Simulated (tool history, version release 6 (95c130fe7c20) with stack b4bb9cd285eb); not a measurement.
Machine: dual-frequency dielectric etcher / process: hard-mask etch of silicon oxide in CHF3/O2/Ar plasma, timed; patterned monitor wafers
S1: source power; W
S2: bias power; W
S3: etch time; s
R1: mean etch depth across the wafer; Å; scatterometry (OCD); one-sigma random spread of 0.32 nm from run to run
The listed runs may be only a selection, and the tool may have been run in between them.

Run 1, hour 0: S1 500 W, S2 123 W, S3 34 s. Result: R1 579.79 Å.
Run 2, hour 3.5: S1 500 W, S2 134 W, S3 34 s. Result: R1 606.01 Å.
Run 3, hour 8.6: S1 460 W, S2 131 W, S3 34 s. Result: R1 579.59 Å.
Run 4, hour 16.6: S1 530 W, S2 131 W, S3 34 s. Result: R1 609.19 Å.
Run 5, hour 17.9: S1 530 W, S2 131 W, S3 35.5 s. Result: R1 642.7 Å.
Run 6, hour 21.1: S1 490 W, S2 125 W, S3 35.5 s. Result: R1 606.93 Å.
Run 7, hour 23.2: S1 450 W, S2 122 W, S3 35.5 s. Result: R1 587.06 Å.
Run 8, hour 29.2: S1 420 W, S2 120 W, S3 35.5 s. Result: R1 560.74 Å.
Run 9, hour 30.4: S1 410 W, S2 119 W, S3 35.5 s. Result: R1 564.32 Å.

Expected results for the next run?
Run 10, hour 33.6: S1 390 W, S2 118 W, S3 35.5 s. Result: R1 ?.

Run 10 yielded R1 542.52 Å.
